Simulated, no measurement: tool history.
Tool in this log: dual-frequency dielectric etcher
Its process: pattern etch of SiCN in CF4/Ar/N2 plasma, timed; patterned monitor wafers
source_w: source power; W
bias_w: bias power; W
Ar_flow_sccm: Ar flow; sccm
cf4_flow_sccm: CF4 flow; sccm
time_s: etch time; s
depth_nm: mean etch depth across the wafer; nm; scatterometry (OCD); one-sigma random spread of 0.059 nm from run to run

run  hour  source_w  bias_w  Ar_flow_sccm  cf4_flow_sccm  time_s  depth_nm
  1     0       470      52           138             54      42     26.83
  2   8.2       470      52           138             50      42    26.648
  3  14.8       460      52           138             50      42    26.247
  4  22.4       460      52           138             54      42    26.468
  5  25.9       460      45           138             54      42    24.887
  6  29.7       450      45           138             54      42    24.632
  7  38.1       440      45           138             54      42    24.226
  8    42       440      45           138             54      42    24.264
  9  50.5       430      45           138             54      42    24.077

Run 10, settings as shown, results not yet in. Your forecast:
 10  53.8       420      45           138             54      42         ?

{"run 10": {"depth_nm": 23.683}}
